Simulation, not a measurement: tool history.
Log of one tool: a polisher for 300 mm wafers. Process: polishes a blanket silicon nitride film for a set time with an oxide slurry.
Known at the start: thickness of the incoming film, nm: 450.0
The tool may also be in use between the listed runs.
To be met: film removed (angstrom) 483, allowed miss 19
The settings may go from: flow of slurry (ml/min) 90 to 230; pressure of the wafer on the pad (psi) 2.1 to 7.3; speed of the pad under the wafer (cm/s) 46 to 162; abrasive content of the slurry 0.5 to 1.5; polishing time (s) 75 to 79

run  hour  flow of slurry (ml/min)  pressure of the wafer on the pad (psi)  speed of the pad under the wafer (cm/s)  abrasive content of the slurry  polishing time (s)  film removed (angstrom)
  1     0                      150                                     4.7                                      104                               1                  75                   640.19
  2   1.6                      180                                     4.7                                      104                               1                  75                   661.75
  3  10.1                      180                                     4.2                                      104                               1                  75                      601
  4  16.1                      175                                     3.9                                      104                               1                  75                   543.03
  5  22.5                      170                                     3.8                                      104                               1                  75                   540.77
  6  28.9                      170                                     3.7                                      104                               1                  75                   527.05
  7  29.6                      170                                     3.7                                      104                               1                  75                   519.41
  8  38.1                      165                                     3.6                                      104                               1                  75                   508.55

Which of these 5 next moves meets every target?
  A  46.6                      185                                     3.3                                       96                             1.1                  79                        ?
  B  46.6                      150                                     3.7                                      102                             1.1                  75                        ?
  C  46.6                      160                                     2.8                                      128                             0.9                  75                        ?
  D  46.6                      230                                     3.7                                       86                            1.25                  79                        ?
  E  46.6                      135                                     3.4                                       98                            0.95                  75                        ?

move  film removed (angstrom)
   A                   484.68
   B                   521.02
   C                   452.09
   D                   531.67
   E                   434.33
A: meets every target
B: further off than the last run
C: takes the result that was furthest off past its target
D: further off than the last run
E: takes the result that was furthest off past its target
The right move is A.

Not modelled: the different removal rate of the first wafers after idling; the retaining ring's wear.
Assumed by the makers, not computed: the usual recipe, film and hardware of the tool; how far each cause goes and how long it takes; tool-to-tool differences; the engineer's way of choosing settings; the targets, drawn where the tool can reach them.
